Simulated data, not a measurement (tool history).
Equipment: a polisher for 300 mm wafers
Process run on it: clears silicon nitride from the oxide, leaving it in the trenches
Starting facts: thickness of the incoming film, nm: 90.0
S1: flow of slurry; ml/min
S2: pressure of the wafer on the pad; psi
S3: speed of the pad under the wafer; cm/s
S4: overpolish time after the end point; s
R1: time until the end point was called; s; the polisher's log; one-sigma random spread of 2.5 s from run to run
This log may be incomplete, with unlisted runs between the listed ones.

{"run": 1, "hour": 0.0, "S1": 230, "S2": 3.4, "S3": 108, "S4": 9, "R1": 85.317}
{"run": 2, "hour": 5.1, "S1": 230, "S2": 3.1, "S3": 106, "S4": 9, "R1": 93.485}
{"run": 3, "hour": 11.9, "S1": 230, "S2": 2.8, "S3": 104, "S4": 9, "R1": 102.65}
{"run": 4, "hour": 15.9, "S1": 230, "S2": 2.6, "S3": 102, "S4": 9, "R1": 112.35}
{"run": 5, "hour": 23.1, "S1": 230, "S2": 3.4, "S3": 102, "S4": 9, "R1": 89.842}
{"run": 6, "hour": 24.5, "S1": 200, "S2": 3.4, "S3": 102, "S4": 9, "R1": 91.427}

Run 7 is up next; what results do you expect?
{"run": 7, "hour": 27.8, "S1": 200, "S2": 3.1, "S3": 100, "S4": 9, "R1": "?"}

R1: 97.624 s
